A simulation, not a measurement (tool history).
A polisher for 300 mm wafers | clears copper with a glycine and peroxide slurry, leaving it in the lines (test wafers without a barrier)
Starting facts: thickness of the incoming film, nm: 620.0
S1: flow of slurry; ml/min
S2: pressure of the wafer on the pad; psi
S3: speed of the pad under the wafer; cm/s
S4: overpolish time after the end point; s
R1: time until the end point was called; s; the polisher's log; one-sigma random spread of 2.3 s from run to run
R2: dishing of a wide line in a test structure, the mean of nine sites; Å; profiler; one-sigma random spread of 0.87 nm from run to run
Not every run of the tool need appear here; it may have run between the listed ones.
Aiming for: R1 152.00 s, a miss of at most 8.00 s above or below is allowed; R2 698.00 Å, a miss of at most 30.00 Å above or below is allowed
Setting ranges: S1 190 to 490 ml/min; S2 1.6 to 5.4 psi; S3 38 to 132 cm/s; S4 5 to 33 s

run	hour	S1	S2	S3	S4	R1	R2
1	0.0	315	3.5	84	17	119.13	594.20
2	0.6	315	3.9	84	17	111.22	626.57
3	6.0	315	3.6	84	19	121.56	662.22
4	14.8	315	3.6	84	23	120.53	756.48
5	23.6	315	3.0	84	23	137.12	678.82
6	31.9	315	2.9	84	24	139.20	687.04
7	34.6	315	2.9	84	24	138.06	697.77
8	43.4	315	2.8	84	24	144.71	676.99

Pick the move, out of 4, that brings all results within their allowed miss; only one does.
A	52.2	300	2.7	100	23	?	?
B	52.2	315	3.2	58	26	?	?
C	52.2	360	2.7	98	23	?	?
D	52.2	290	3.5	68	23	?	?

move	R1	R2
A	136.26	689.38
B	155.61	698.15
C	135.65	692.15
D	136.13	703.45
A: misses by more than the last run did
B: all results in spec
C: misses by more than the last run did
D: misses by more than the last run did
B meets every target.
